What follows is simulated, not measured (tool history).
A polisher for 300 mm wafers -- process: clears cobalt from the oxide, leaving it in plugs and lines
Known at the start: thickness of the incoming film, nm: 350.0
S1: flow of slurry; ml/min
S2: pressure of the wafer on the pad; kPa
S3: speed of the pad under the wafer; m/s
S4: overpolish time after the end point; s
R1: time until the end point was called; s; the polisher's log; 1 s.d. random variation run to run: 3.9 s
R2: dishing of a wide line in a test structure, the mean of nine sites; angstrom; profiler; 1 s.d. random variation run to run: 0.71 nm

| run | hour | S1 | S2 | S3 | S4 | R1 | R2 |
|---|---|---|---|---|---|---|---|
| 1 | 0 | 245 | 13.1 | 0.86 | 26 | 98.161 | 418.13 |
| 2 | 0.7 | 245 | 15.2 | 0.86 | 26 | 85.822 | 444.45 |
| 3 | 2.6 | 245 | 14.5 | 0.84 | 27 | 92.501 | 437.53 |
| 4 | 4.1 | 245 | 14.5 | 0.84 | 38 | 90.948 | 483.59 |
| 5 | 5 | 275 | 14.5 | 0.84 | 38 | 92.041 | 496 |
| 6 | 7.4 | 275 | 14.5 | 0.84 | 44 | 91.499 | 514.17 |
| 7 | 15.7 | 275 | 13.8 | 0.82 | 44 | 93.658 | 501.08 |
| 8 | 21.6 | 280 | 13.1 | 0.78 | 45 | 109.76 | 511.92 |
| 9 | 30.2 | 280 | 12.4 | 0.78 | 43 | 113.79 | 477.02 |

For run 10, what comes out?
| 10 | 38.7 | 275 | 8.3 | 0.64 | 46 | ? | ? |

R1: 200.43 s
R2: 419.19 angstrom

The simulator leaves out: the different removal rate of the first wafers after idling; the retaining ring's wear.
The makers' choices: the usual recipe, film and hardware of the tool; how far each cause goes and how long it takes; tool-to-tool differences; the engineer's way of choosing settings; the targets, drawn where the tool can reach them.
